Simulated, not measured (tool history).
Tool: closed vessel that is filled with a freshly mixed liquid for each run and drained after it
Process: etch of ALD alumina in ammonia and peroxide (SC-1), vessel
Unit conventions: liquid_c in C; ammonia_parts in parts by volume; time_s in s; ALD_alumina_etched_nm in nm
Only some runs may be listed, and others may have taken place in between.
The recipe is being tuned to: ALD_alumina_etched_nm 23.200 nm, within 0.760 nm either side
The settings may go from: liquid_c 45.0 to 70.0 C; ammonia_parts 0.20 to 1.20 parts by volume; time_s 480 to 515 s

Run 1, hour 0.0: liquid_c 61.0 C, ammonia_parts 0.80 parts by volume, time_s 480 s. Result: ALD_alumina_etched_nm 46.068 nm.
Run 2, hour 8.8: liquid_c 61.0 C, ammonia_parts 0.65 parts by volume, time_s 480 s. Result: ALD_alumina_etched_nm 44.834 nm.
Run 3, hour 13.4: liquid_c 61.0 C, ammonia_parts 0.65 parts by volume, time_s 480 s. Result: ALD_alumina_etched_nm 45.862 nm.
Run 4, hour 14.6: liquid_c 61.0 C, ammonia_parts 0.40 parts by volume, time_s 480 s. Result: ALD_alumina_etched_nm 42.894 nm.
Run 5, hour 22.8: liquid_c 55.5 C, ammonia_parts 0.40 parts by volume, time_s 480 s. Result: ALD_alumina_etched_nm 32.342 nm.
Run 6, hour 26.3: liquid_c 61.5 C, ammonia_parts 0.40 parts by volume, time_s 480 s. Result: ALD_alumina_etched_nm 44.589 nm.
Run 7, hour 34.3: liquid_c 58.5 C, ammonia_parts 0.40 parts by volume, time_s 480 s. Result: ALD_alumina_etched_nm 38.377 nm.
Run 8, hour 40.3: liquid_c 56.0 C, ammonia_parts 0.40 parts by volume, time_s 480 s. Result: ALD_alumina_etched_nm 33.494 nm.
Run 9, hour 44.5: liquid_c 54.5 C, ammonia_parts 0.40 parts by volume, time_s 480 s. Result: ALD_alumina_etched_nm 30.705 nm.
Run 10, hour 50.6: liquid_c 53.5 C, ammonia_parts 0.40 parts by volume, time_s 480 s. Result: ALD_alumina_etched_nm 28.858 nm.
Run 11, hour 52.9: liquid_c 52.5 C, ammonia_parts 0.40 parts by volume, time_s 480 s. Result: ALD_alumina_etched_nm 27.481 nm.
Run 12, hour 54.9: liquid_c 48.5 C, ammonia_parts 0.40 parts by volume, time_s 480 s. Result: ALD_alumina_etched_nm 22.339 nm.

Below are 5 possible settings for the next run. Only one of them brings all results inside the allowed miss of their targets. Which is it?
Run A, hour 56.9: liquid_c 47.5 C, ammonia_parts 0.55 parts by volume, time_s 480 s. Result: ALD_alumina_etched_nm ?.
Run B, hour 56.9: liquid_c 46.5 C, ammonia_parts 0.45 parts by volume, time_s 500 s. Result: ALD_alumina_etched_nm ?.
Run C, hour 56.9: liquid_c 49.5 C, ammonia_parts 0.35 parts by volume, time_s 480 s. Result: ALD_alumina_etched_nm ?.
Run D, hour 56.9: liquid_c 45.0 C, ammonia_parts 0.75 parts by volume, time_s 500 s. Result: ALD_alumina_etched_nm ?.
Run E, hour 56.9: liquid_c 47.5 C, ammonia_parts 0.50 parts by volume, time_s 480 s. Result: ALD_alumina_etched_nm ?.

move  ALD_alumina_etched_nm
   A                 21.788
   B                 21.050
   C                 23.325
   D                 20.299
   E                 21.591
A: lands further from the targets than the last run did
B: lands further from the targets than the last run did
C: in spec on every target
D: lands further from the targets than the last run did
E: lands further from the targets than the last run did
Go with C: it meets all targets.
